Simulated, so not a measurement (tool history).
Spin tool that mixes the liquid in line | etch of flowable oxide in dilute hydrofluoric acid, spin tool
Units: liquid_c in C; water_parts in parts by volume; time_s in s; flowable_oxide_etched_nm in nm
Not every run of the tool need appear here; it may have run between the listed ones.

run,day,liquid_c,water_parts,time_s,flowable_oxide_etched_nm
1,0,20,85,110,37.584
2,0.112,22.5,75,110,47.986
3,0.271,22.5,75,120,52.322
4,0.554,22.5,75,120,52.351
5,0.662,24,70,120,59.706
6,0.688,25,65,120,67.662
7,0.896,28,55,120,91.241
8,1.208,28,55,120,92.164

Expected results for the next run?
9,1.446,26.5,55,120,?

{"run 9": {"flowable_oxide_etched_nm": 86.365}}

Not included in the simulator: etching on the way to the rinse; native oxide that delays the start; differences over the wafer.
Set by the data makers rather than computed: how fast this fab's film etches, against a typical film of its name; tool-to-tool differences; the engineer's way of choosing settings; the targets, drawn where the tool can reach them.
